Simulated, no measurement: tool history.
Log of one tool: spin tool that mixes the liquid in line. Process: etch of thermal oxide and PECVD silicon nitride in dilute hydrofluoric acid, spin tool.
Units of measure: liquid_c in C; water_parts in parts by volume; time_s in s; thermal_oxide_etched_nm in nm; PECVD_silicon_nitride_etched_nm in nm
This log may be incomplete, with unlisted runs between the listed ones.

| run | hour | liquid_c | water_parts | time_s | thermal_oxide_etched_nm | PECVD_silicon_nitride_etched_nm |
|---|---|---|---|---|---|---|
| 1 | 0.0 | 23.0 | 90 | 180 | 9.0591 | 7.6028 |
| 2 | 3.7 | 23.0 | 110 | 180 | 7.2202 | 6.1286 |
| 3 | 6.9 | 22.0 | 120 | 170 | 5.9202 | 5.0637 |
| 4 | 9.9 | 21.0 | 130 | 155 | 4.7584 | 3.9511 |
| 5 | 13.6 | 20.0 | 135 | 145 | 4.0744 | 3.3183 |
| 6 | 21.5 | 22.0 | 135 | 145 | 4.4506 | 3.7953 |
| 7 | 28.6 | 21.0 | 140 | 140 | 3.9265 | 3.3278 |
| 8 | 33.9 | 20.0 | 145 | 135 | 3.5047 | 2.8712 |

Predict the results of run 9:
| 9 | 37.5 | 17.5 | 160 | 115 | ? | ? |

{"run 9": {"thermal_oxide_etched_nm": 2.4322, "PECVD_silicon_nitride_etched_nm": 1.8919}}
